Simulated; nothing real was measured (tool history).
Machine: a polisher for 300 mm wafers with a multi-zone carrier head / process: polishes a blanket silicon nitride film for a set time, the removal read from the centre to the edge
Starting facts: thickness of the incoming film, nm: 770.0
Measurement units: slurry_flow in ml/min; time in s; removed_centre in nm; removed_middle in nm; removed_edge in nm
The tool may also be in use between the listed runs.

run 1 hour=0 | slurry_flow=195 centre_zone=1 middle_zone=1 edge_zone=1 time=72 | removed_centre=116.86 removed_middle=116.34 removed_edge=115.51
run 2 hour=6 | slurry_flow=150 centre_zone=1 middle_zone=1 edge_zone=1 time=72 | removed_centre=110.95 removed_middle=112.08 removed_edge=112.35
run 3 hour=10.3 | slurry_flow=150 centre_zone=1 middle_zone=1.08 edge_zone=1 time=72 | removed_centre=113.38 removed_middle=118.98 removed_edge=113.09
run 4 hour=18.4 | slurry_flow=150 centre_zone=1 middle_zone=1.08 edge_zone=1 time=63 | removed_centre=96.713 removed_middle=105.87 removed_edge=97.713
run 5 hour=20.8 | slurry_flow=150 centre_zone=1.03 middle_zone=1.04 edge_zone=1.03 time=63 | removed_centre=100.44 removed_middle=99.955 removed_edge=100.27
run 6 hour=26.7 | slurry_flow=150 centre_zone=1.05 middle_zone=1.03 edge_zone=1.04 time=63 | removed_centre=103.3 removed_middle=101.91 removed_edge=101.98
run 7 hour=31.4 | slurry_flow=145 centre_zone=1.06 middle_zone=1 edge_zone=1.04 time=63 | removed_centre=101.84 removed_middle=98.368 removed_edge=99.923

Run 8 has not been measured yet. What should we expect?
run 8 hour=38.4 | slurry_flow=150 centre_zone=1.07 middle_zone=0.98 edge_zone=1.05 time=63 | removed_centre=? removed_middle=? removed_edge=?

Run 8 yielded removed_centre 102.31 nm, removed_middle 97.094 nm, removed_edge 101.65 nm.
